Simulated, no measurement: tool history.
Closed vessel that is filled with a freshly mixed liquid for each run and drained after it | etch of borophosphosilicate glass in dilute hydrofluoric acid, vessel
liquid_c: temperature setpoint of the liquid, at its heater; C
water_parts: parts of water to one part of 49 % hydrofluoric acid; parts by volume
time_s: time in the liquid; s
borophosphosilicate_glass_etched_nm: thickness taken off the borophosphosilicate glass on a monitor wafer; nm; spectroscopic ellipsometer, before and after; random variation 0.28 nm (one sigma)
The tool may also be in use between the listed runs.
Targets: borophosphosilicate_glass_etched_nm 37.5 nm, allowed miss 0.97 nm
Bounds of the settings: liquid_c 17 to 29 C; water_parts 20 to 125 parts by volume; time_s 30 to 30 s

run	hour	liquid_c	water_parts	time_s	borophosphosilicate_glass_etched_nm
1	0	21	70	30	14.996
2	2.6	21	70	30	14.922
3	5.7	21	90	30	11.441
4	12.6	18.5	90	30	10.263
5	21	20.5	90	30	11.183
6	26.5	20.5	110	30	8.8828
7	32.1	21.5	100	30	10.325
8	34.9	22.5	90	30	12.048
9	39.1	23	85	30	13.153
10	45.3	23.5	80	30	14.476
11	53.3	24	75	30	15.692
12	59	24.5	70	30	17.236

4 next moves are on the table. One of them brings every result within its allowed miss. Which?
A	64.7	29	40	30	?
B	64.7	29	30	30	?
C	64.7	27.5	55	30	?
D	64.7	24	90	30	?

move	borophosphosilicate_glass_etched_nm
A	37.691
B	51.029
C	25.254
D	12.809
A: meets every target
B: takes the result that was furthest off past its target
C: nearer than the last run, and not there yet
D: further off than the last run
Answer: A
